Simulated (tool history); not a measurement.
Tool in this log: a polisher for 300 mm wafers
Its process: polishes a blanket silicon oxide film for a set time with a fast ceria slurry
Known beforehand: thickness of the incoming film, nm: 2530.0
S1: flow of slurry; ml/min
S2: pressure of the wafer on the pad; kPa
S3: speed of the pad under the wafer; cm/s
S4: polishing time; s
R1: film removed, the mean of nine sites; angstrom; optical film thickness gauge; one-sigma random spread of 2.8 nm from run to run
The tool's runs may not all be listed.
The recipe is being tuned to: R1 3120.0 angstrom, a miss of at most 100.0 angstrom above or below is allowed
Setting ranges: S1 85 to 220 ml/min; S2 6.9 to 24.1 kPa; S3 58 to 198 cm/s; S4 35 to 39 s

| run | hour | S1 | S2 | S3 | S4 | R1 |
|---|---|---|---|---|---|---|
| 1 | 0.0 | 140 | 15.2 | 128 | 39 | 5119.5 |
| 2 | 2.4 | 135 | 13.8 | 128 | 39 | 4644.7 |
| 3 | 6.6 | 130 | 12.4 | 128 | 39 | 4173.3 |
| 4 | 9.6 | 110 | 12.4 | 128 | 39 | 4048.0 |
| 5 | 14.4 | 85 | 12.4 | 128 | 39 | 3666.1 |
| 6 | 19.5 | 85 | 13.8 | 128 | 39 | 4043.0 |
| 7 | 24.1 | 85 | 13.1 | 128 | 39 | 3861.6 |
| 8 | 31.3 | 85 | 12.4 | 128 | 39 | 3657.0 |
| 9 | 37.8 | 85 | 11.7 | 128 | 39 | 3516.3 |
| 10 | 40.0 | 85 | 11.0 | 128 | 39 | 3297.6 |

4 next moves are on the table. One of them brings every result within its allowed miss. Which?
| A | 42.2 | 90 | 11.0 | 134 | 38 | ? |
| B | 42.2 | 85 | 9.0 | 134 | 39 | ? |
| C | 42.2 | 85 | 9.7 | 152 | 36 | ? |
| D | 42.2 | 95 | 11.0 | 130 | 38 | ? |

| move | R1 |
|---|---|
| A | 3403.0 |
| B | 2808.1 |
| C | 3129.7 |
| D | 3367.1 |
A: misses by more than the last run did
B: takes the biggest miss from the last run beyond its target
C: all results in spec
D: misses by more than the last run did
Correct choice: C, which meets every target
